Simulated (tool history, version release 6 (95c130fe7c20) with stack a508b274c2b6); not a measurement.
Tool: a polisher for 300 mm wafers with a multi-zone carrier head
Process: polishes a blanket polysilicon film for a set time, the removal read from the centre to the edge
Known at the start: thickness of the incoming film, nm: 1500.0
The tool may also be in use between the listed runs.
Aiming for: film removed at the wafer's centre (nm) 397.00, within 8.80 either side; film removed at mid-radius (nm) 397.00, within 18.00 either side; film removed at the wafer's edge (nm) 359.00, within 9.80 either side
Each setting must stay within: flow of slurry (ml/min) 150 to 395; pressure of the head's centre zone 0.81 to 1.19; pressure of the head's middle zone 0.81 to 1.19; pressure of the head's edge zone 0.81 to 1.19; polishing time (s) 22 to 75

| run | day | flow of slurry (ml/min) | pressure of the head's centre zone | pressure of the head's middle zone | pressure of the head's edge zone | polishing time (s) | film removed at the wafer's centre (nm) | film removed at mid-radius (nm) | film removed at the wafer's edge (nm) |
|---|---|---|---|---|---|---|---|---|---|
| 1 | 0.000 | 250 | 1.00 | 1.00 | 1.00 | 48 | 410.55 | 407.93 | 403.10 |
| 2 | 0.362 | 240 | 1.00 | 1.00 | 0.96 | 48 | 404.83 | 408.92 | 399.53 |
| 3 | 0.692 | 240 | 1.00 | 0.92 | 0.96 | 48 | 404.54 | 383.35 | 393.56 |
| 4 | 1.008 | 280 | 1.00 | 0.92 | 0.96 | 48 | 409.72 | 380.57 | 400.24 |
| 5 | 1.383 | 265 | 1.01 | 0.94 | 0.92 | 48 | 409.73 | 391.04 | 393.00 |
| 6 | 1.567 | 255 | 1.02 | 0.95 | 0.89 | 48 | 417.63 | 396.86 | 389.12 |
| 7 | 1.683 | 225 | 1.00 | 1.00 | 0.81 | 46 | 388.89 | 382.47 | 348.20 |
| 8 | 2.008 | 230 | 1.00 | 1.01 | 0.82 | 46 | 384.60 | 389.56 | 349.37 |
| 9 | 2.300 | 230 | 1.00 | 1.01 | 0.82 | 46 | 387.08 | 399.46 | 350.00 |
| 10 | 2.608 | 235 | 1.00 | 1.01 | 0.83 | 46 | 388.92 | 394.65 | 351.73 |

Which of these 5 next moves meets every target?
| A | 2.917 | 230 | 1.01 | 1.01 | 0.83 | 47 | ? | ? | ? |
| B | 2.917 | 220 | 0.97 | 1.08 | 0.83 | 46 | ? | ? | ? |
| C | 2.917 | 270 | 0.96 | 0.99 | 0.85 | 46 | ? | ? | ? |
| D | 2.917 | 240 | 0.98 | 1.09 | 0.86 | 45 | ? | ? | ? |
| E | 2.917 | 170 | 1.03 | 1.15 | 0.81 | 46 | ? | ? | ? |

| move | film removed at the wafer's centre (nm) | film removed at mid-radius (nm) | film removed at the wafer's edge (nm) |
|---|---|---|---|
| A | 399.85 | 396.82 | 362.37 |
| B | 375.66 | 409.30 | 353.09 |
| C | 380.48 | 388.03 | 362.81 |
| D | 374.63 | 407.19 | 353.25 |
| E | 383.71 | 419.19 | 341.41 |
A: every result lands within tolerance
B: misses by more than the last run did
C: misses by more than the last run did
D: misses by more than the last run did
E: misses by more than the last run did
A is the move that brings every result within its allowed miss.
